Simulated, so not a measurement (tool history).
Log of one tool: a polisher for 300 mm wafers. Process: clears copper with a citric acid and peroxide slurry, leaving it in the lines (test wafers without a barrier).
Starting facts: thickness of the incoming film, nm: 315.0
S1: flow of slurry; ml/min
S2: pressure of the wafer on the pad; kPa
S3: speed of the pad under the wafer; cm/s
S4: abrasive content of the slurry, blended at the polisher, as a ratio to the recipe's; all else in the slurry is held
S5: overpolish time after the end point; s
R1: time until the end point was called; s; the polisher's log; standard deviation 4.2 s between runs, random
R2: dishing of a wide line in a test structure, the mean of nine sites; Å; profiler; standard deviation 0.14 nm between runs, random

run 1 day=0 | S1=235 S2=16.5 S3=114 S4=1 S5=27 | R1=158.39 R2=364.98
run 2 day=0.142 | S1=235 S2=16.5 S3=128 S4=1 S5=27 | R1=145.97 R2=418.64
run 3 day=0.5 | S1=235 S2=16.5 S3=128 S4=1.15 S5=27 | R1=144.58 R2=411.98
run 4 day=0.658 | S1=265 S2=15.2 S3=102 S4=1.25 S5=20 | R1=186.93 R2=248.71
run 5 day=0.738 | S1=300 S2=14.5 S3=84 S4=1.35 S5=16 | R1=231.23 R2=173.82
run 6 day=0.921 | S1=320 S2=14.5 S3=74 S4=1.4 S5=13 | R1=251.31 R2=128.32
run 7 day=1.296 | S1=335 S2=15.2 S3=66 S4=1.45 S5=11 | R1=267.46 R2=107.29
run 8 day=1.558 | S1=345 S2=16.5 S3=62 S4=1.45 S5=10 | R1=267.3 R2=98.594
run 9 day=1.842 | S1=350 S2=17.9 S3=58 S4=1.45 S5=9 | R1=257.77 R2=89.24
run 10 day=2.212 | S1=350 S2=18.6 S3=58 S4=1.45 S5=9 | R1=249.06 R2=92.029

What does the tool deliver on the next run?
run 11 day=2.558 | S1=355 S2=19.3 S3=56 S4=1.45 S5=9 | R1=? R2=?

{"run 11": {"R1": 246.69, "R2": 92.448}}

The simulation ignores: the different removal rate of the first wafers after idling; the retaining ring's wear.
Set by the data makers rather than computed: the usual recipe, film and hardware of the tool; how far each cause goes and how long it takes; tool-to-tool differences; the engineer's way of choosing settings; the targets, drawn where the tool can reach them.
